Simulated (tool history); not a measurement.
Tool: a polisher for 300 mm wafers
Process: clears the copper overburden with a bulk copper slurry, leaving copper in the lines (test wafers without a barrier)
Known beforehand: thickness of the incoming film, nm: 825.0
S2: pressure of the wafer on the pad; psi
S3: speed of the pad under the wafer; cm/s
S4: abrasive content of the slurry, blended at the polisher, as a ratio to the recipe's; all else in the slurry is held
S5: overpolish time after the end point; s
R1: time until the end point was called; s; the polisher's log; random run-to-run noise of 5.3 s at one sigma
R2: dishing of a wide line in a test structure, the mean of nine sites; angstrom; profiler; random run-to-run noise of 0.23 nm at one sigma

run 1 day=0.000 | flow_of_slurry_(ml/min)=145 S2=1.9 S3=84 S4=1.00 S5=12 | R1=167.78 R2=356.69
run 2 day=0.300 | flow_of_slurry_(ml/min)=145 S2=1.9 S3=84 S4=1.00 S5=7 | R1=166.35 R2=228.28
run 3 day=0.521 | flow_of_slurry_(ml/min)=145 S2=1.5 S3=84 S4=1.00 S5=7 | R1=210.05 R2=184.09
run 4 day=0.871 | flow_of_slurry_(ml/min)=145 S2=1.5 S3=76 S4=1.00 S5=7 | R1=230.04 R2=169.47
run 5 day=1.162 | flow_of_slurry_(ml/min)=145 S2=1.5 S3=76 S4=1.20 S5=7 | R1=210.36 R2=173.51
run 6 day=1.308 | flow_of_slurry_(ml/min)=135 S2=1.4 S3=76 S4=1.15 S5=8 | R1=237.83 R2=179.36
run 7 day=1.625 | flow_of_slurry_(ml/min)=125 S2=1.3 S3=76 S4=1.15 S5=8 | R1=265.01 R2=167.92
run 8 day=1.988 | flow_of_slurry_(ml/min)=120 S2=1.3 S3=76 S4=1.15 S5=8 | R1=265.34 R2=167.85
run 9 day=2.142 | flow_of_slurry_(ml/min)=115 S2=1.3 S3=76 S4=1.15 S5=8 | R1=268.21 R2=165.86

Run 10, settings as shown, results not yet in. Your forecast:
run 10 day=2.296 | flow_of_slurry_(ml/min)=110 S2=1.3 S3=76 S4=1.15 S5=8 | R1=? R2=?

{"run 10": {"R1": 271.36, "R2": 161.77}}
